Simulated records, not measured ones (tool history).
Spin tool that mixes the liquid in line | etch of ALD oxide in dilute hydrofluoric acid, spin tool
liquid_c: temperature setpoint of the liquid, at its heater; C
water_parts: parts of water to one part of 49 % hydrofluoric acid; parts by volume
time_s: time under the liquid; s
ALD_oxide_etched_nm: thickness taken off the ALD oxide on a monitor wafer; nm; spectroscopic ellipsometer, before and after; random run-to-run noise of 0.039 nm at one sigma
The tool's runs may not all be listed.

Run 1, hour 0: liquid_c 26 C, water_parts 145 parts by volume, time_s 145 s. Result: ALD_oxide_etched_nm 12.295 nm.
Run 2, hour 8.4: liquid_c 24.5 C, water_parts 150 parts by volume, time_s 145 s. Result: ALD_oxide_etched_nm 11.239 nm.
Run 3, hour 13.3: liquid_c 24.5 C, water_parts 150 parts by volume, time_s 155 s. Result: ALD_oxide_etched_nm 11.976 nm.
Run 4, hour 18: liquid_c 23.5 C, water_parts 155 parts by volume, time_s 155 s. Result: ALD_oxide_etched_nm 11.028 nm.
Run 5, hour 26.8: liquid_c 22.5 C, water_parts 160 parts by volume, time_s 155 s. Result: ALD_oxide_etched_nm 10.241 nm.
Run 6, hour 30.2: liquid_c 22 C, water_parts 165 parts by volume, time_s 155 s. Result: ALD_oxide_etched_nm 9.6962 nm.
Run 7, hour 31.3: liquid_c 21.5 C, water_parts 170 parts by volume, time_s 155 s. Result: ALD_oxide_etched_nm 9.1906 nm.
Run 8, hour 36.9: liquid_c 21 C, water_parts 175 parts by volume, time_s 155 s. Result: ALD_oxide_etched_nm 8.7755 nm.

Estimate the outcome of run 9 from the log above:
Run 9, hour 40.8: liquid_c 20.5 C, water_parts 180 parts by volume, time_s 155 s. Result: ALD_oxide_etched_nm ?.

ALD_oxide_etched_nm: 8.2215 nm

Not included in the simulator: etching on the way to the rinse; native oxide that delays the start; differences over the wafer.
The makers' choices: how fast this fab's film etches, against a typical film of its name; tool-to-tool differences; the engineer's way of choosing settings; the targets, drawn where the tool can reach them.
